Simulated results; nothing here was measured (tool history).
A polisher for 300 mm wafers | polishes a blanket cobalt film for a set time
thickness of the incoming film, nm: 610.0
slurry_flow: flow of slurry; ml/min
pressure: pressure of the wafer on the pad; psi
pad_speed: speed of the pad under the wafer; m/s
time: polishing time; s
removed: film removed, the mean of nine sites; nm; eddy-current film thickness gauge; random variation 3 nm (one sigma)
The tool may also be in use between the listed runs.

run    day  slurry_flow  pressure  pad_speed  time  removed
  1  0.000          240       1.7       0.92    36   164.78
  2  0.296          240       1.9       0.92    36   178.39
  3  0.558          285       1.9       0.92    36   184.37
  4  0.771          285       2.3       0.92    36   220.54
  5  1.021          285       2.0       0.92    36   192.96
  6  1.283          285       2.0       1.08    36   228.93
  7  1.383          285       2.1       1.08    36   235.99

Forecast run 8:
  8  1.554          285       2.2       1.08    36        ?

removed: 245.72 nm
